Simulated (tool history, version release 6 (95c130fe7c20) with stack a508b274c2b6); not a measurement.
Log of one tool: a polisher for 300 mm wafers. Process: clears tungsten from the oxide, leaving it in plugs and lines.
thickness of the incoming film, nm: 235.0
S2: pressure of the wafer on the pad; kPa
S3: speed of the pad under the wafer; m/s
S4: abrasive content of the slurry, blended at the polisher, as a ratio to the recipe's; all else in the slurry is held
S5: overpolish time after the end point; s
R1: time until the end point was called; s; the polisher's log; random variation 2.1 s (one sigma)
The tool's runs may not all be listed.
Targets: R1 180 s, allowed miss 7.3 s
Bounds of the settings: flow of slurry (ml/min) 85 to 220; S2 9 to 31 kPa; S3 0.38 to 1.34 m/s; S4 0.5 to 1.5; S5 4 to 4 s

Run 1, day 0: flow of slurry (ml/min) 140, S2 20 kPa, S3 0.86 m/s, S4 1, S5 4 s. Result: R1 77.131 s.
Run 2, day 0.083: flow of slurry (ml/min) 135, S2 17.2 kPa, S3 0.8 m/s, S4 1, S5 4 s. Result: R1 93.88 s.
Run 3, day 0.279: flow of slurry (ml/min) 130, S2 15.2 kPa, S3 0.74 m/s, S4 1, S5 4 s. Result: R1 113.57 s.
Run 4, day 0.304: flow of slurry (ml/min) 125, S2 13.8 kPa, S3 0.7 m/s, S4 1, S5 4 s. Result: R1 127.59 s.
Run 5, day 0.446: flow of slurry (ml/min) 125, S2 12.4 kPa, S3 0.68 m/s, S4 1, S5 4 s. Result: R1 141.62 s.
Run 6, day 0.65: flow of slurry (ml/min) 125, S2 11.7 kPa, S3 0.66 m/s, S4 1, S5 4 s. Result: R1 151.15 s.
Run 7, day 0.812: flow of slurry (ml/min) 115, S2 9 kPa, S3 0.64 m/s, S4 1, S5 4 s. Result: R1 190.16 s.
Run 8, day 1.042: flow of slurry (ml/min) 120, S2 9 kPa, S3 0.64 m/s, S4 1, S5 4 s. Result: R1 192.65 s.

4 next moves are on the table. One of them brings every result within its allowed miss. Which?
Run A, day 1.271: flow of slurry (ml/min) 140, S2 11.7 kPa, S3 0.48 m/s, S4 1.1, S5 4 s. Result: R1 ?.
Run B, day 1.271: flow of slurry (ml/min) 90, S2 9 kPa, S3 0.62 m/s, S4 1.15, S5 4 s. Result: R1 ?.
Run C, day 1.271: flow of slurry (ml/min) 125, S2 10.3 kPa, S3 0.66 m/s, S4 1.1, S5 4 s. Result: R1 ?.
Run D, day 1.271: flow of slurry (ml/min) 115, S2 9.7 kPa, S3 0.68 m/s, S4 0.85, S5 4 s. Result: R1 ?.

move      R1
   A  199.62
   B  206.89
   C  164.11
   D  177.83
A: further off than the last run
B: further off than the last run
C: takes the result that was furthest off past its target
D: meets every target
The right move is D.
